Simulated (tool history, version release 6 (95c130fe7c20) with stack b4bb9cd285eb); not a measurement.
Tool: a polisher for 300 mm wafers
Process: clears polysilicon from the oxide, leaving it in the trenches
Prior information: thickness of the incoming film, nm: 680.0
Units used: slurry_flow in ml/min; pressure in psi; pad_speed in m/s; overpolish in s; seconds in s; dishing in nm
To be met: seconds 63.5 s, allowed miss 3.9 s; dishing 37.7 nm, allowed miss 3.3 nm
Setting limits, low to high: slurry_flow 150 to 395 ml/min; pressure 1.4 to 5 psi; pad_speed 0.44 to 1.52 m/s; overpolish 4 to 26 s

run	hour	slurry_flow	pressure	pad_speed	overpolish	seconds	dishing
1	0	250	3.2	0.98	13	41.203	36.264
2	4.3	250	3.1	0.98	14	42.47	37.238
3	8.9	250	3.1	0.82	14	50.509	35.74
4	14.8	250	3	0.82	15	49.883	37.286
5	18.5	250	2.9	0.82	15	51.571	37.631
6	23.4	250	2.9	1.02	15	42.538	37.617
7	30.4	250	2.8	1.02	15	43.081	38.661
8	36.1	250	2.7	1	14	45.36	36.882
9	37.4	250	2.6	1	14	46.007	38.317
10	39.9	250	2.5	0.98	13	47.692	35.667
# hour 45.4: head pressure recalibrated
11	45.4	250	2.4	0.98	13	45.441	37.688
12	46.2	250	2.4	0.94	13	48.255	36.318
13	48	250	2.3	0.92	13	49.572	38.438
14	52.7	220	1.7	0.8	7	68.989	29.507

Exactly one of the 5 candidate moves below puts every result within its allowed miss. Which one?
A	57.4	325	2.8	0.7	17	?	?
B	57.4	235	2.4	0.86	6	?	?
C	57.4	235	2	0.94	14	?	?
D	57.4	175	2.4	0.82	7	?	?
E	57.4	265	1.7	0.86	15	?	?

move	seconds	dishing
A	56.992	37.581
B	53.519	31.096
C	54.682	37.215
D	58.501	31.844
E	63.96	36.917
A: meets the target for the result that was furthest off, but another lies outside its allowed miss
B: about as far from the targets as the last run
C: meets the target for the result that was furthest off, but another lies outside its allowed miss
D: gains on the last run, yet a result remains outside its allowed miss
E: meets every target
The move that meets every target is E.

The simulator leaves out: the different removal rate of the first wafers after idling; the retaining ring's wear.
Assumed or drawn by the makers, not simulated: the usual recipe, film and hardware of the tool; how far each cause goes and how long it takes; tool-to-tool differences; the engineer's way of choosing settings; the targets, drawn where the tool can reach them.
